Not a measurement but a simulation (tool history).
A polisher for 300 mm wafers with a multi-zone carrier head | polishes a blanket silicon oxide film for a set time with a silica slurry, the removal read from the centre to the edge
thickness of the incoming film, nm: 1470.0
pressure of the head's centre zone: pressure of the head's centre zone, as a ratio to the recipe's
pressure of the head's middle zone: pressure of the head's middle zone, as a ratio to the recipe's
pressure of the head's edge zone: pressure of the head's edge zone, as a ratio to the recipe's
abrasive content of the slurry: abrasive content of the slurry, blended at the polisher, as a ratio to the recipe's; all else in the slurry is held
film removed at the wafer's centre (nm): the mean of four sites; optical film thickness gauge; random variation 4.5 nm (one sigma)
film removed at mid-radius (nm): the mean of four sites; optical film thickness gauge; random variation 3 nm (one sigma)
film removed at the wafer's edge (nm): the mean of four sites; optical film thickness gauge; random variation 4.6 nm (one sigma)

run    day  flow of slurry (ml/min)  pressure of the head's centre zone  pressure of the head's middle zone  pressure of the head's edge zone  abrasive content of the slurry  polishing time (s)  film removed at the wafer's centre (nm)  film removed at mid-radius (nm)  film removed at the wafer's edge (nm)
  1  0.000                      125                                1.00                                1.00                              1.00                            1.00                  78                                   227.39                           217.84                                 225.82
  2  0.204                      125                                1.00                                1.00                              1.00                            1.15                  78                                   235.22                           228.17                                 237.48
  3  0.504                      125                                1.00                                1.00                              1.00                            1.30                  78                                   243.51                           239.68                                 253.18
  4  0.625                      100                                1.00                                1.00                              1.00                            1.30                  78                                   232.15                           224.25                                 231.25
  5  0.942                      100                                1.00                                1.00                              0.95                            1.30                  78                                   234.54                           221.97                                 228.47
  6  1.062                      100                                1.00                                1.00                              0.95                            1.30                  63                                   185.59                           180.11                                 184.28
  7  1.188                      125                                1.00                                1.04                              1.00                            1.35                  68                                   216.80                           219.02                                 216.61
  8  1.225                      145                                0.98                                1.05                              1.03                            1.40                  73                                   238.43                           243.53                                 245.36
  9  1.258                      155                                0.96                                1.08                              1.06                            1.45                  78                                   252.01                           275.55                                 274.94
 10  1.429                      165                                0.96                                1.10                              1.08                            1.45                  81                                   271.76                           295.36                                 280.81
 11  1.654                      170                                0.94                                1.10                              1.09                            1.45                  85                                   286.96                           310.84                                 307.67
 12  1.833                      175                                0.92                                1.11                              1.10                            1.45                  87                                   282.08                           321.11                                 312.58

Forecast run 13:
 13  2.138                      175                                0.92                                1.11                              1.11                            1.45                  88                                        ?                                ?                                      ?

{"run 13": {"film removed at the wafer's centre (nm)": 281.84, "film removed at mid-radius (nm)": 326.88, "film removed at the wafer's edge (nm)": 319.88}}

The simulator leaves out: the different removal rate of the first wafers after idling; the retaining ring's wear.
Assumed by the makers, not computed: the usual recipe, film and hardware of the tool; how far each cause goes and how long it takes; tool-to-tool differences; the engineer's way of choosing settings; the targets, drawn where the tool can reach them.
